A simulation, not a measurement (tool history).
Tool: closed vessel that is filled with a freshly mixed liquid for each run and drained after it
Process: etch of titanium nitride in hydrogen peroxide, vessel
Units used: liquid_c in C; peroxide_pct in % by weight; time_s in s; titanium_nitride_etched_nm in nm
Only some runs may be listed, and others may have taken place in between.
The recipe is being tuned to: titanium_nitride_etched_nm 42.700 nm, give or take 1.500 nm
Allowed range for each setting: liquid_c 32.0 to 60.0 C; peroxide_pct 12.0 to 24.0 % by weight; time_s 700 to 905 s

run 1 hour=0.0 | liquid_c=44.0 peroxide_pct=16.0 time_s=905 | titanium_nitride_etched_nm=16.404
run 2 hour=4.6 | liquid_c=44.0 peroxide_pct=13.0 time_s=905 | titanium_nitride_etched_nm=15.675
run 3 hour=9.9 | liquid_c=47.0 peroxide_pct=13.0 time_s=905 | titanium_nitride_etched_nm=19.710
run 4 hour=13.7 | liquid_c=47.0 peroxide_pct=13.0 time_s=905 | titanium_nitride_etched_nm=19.614
run 5 hour=22.6 | liquid_c=47.0 peroxide_pct=13.0 time_s=905 | titanium_nitride_etched_nm=19.671
run 6 hour=26.0 | liquid_c=47.0 peroxide_pct=14.0 time_s=905 | titanium_nitride_etched_nm=20.056
run 7 hour=31.6 | liquid_c=49.0 peroxide_pct=14.0 time_s=905 | titanium_nitride_etched_nm=23.185
run 8 hour=38.5 | liquid_c=51.0 peroxide_pct=14.0 time_s=905 | titanium_nitride_etched_nm=26.379
run 9 hour=44.5 | liquid_c=52.5 peroxide_pct=14.0 time_s=905 | titanium_nitride_etched_nm=29.695
run 10 hour=51.4 | liquid_c=53.5 peroxide_pct=14.0 time_s=905 | titanium_nitride_etched_nm=31.873
run 11 hour=60.9 | liquid_c=54.5 peroxide_pct=14.0 time_s=905 | titanium_nitride_etched_nm=33.755
run 12 hour=62.7 | liquid_c=55.0 peroxide_pct=14.0 time_s=905 | titanium_nitride_etched_nm=35.737
run 13 hour=71.1 | liquid_c=55.5 peroxide_pct=14.0 time_s=905 | titanium_nitride_etched_nm=36.952
run 14 hour=74.7 | liquid_c=56.0 peroxide_pct=14.0 time_s=905 | titanium_nitride_etched_nm=38.422
run 15 hour=79.9 | liquid_c=56.5 peroxide_pct=14.0 time_s=905 | titanium_nitride_etched_nm=39.478
run 16 hour=88.4 | liquid_c=57.0 peroxide_pct=14.0 time_s=905 | titanium_nitride_etched_nm=40.939

Exactly one of the 4 candidate moves below puts every result within its allowed miss. Which one?
run A hour=96.9 | liquid_c=57.5 peroxide_pct=14.5 time_s=855 | titanium_nitride_etched_nm=?
run B hour=96.9 | liquid_c=59.0 peroxide_pct=15.0 time_s=905 | titanium_nitride_etched_nm=?
run C hour=96.9 | liquid_c=58.5 peroxide_pct=12.0 time_s=825 | titanium_nitride_etched_nm=?
run D hour=96.9 | liquid_c=59.5 peroxide_pct=13.5 time_s=805 | titanium_nitride_etched_nm=?

move=A titanium_nitride_etched_nm=40.821
move=B titanium_nitride_etched_nm=48.240
move=C titanium_nitride_etched_nm=40.556
move=D titanium_nitride_etched_nm=43.428
A: its largest miss is bigger than the last run's
B: takes the biggest miss from the last run beyond its target
C: its largest miss is bigger than the last run's
D: each result inside its tolerance
The move that meets every target is D.
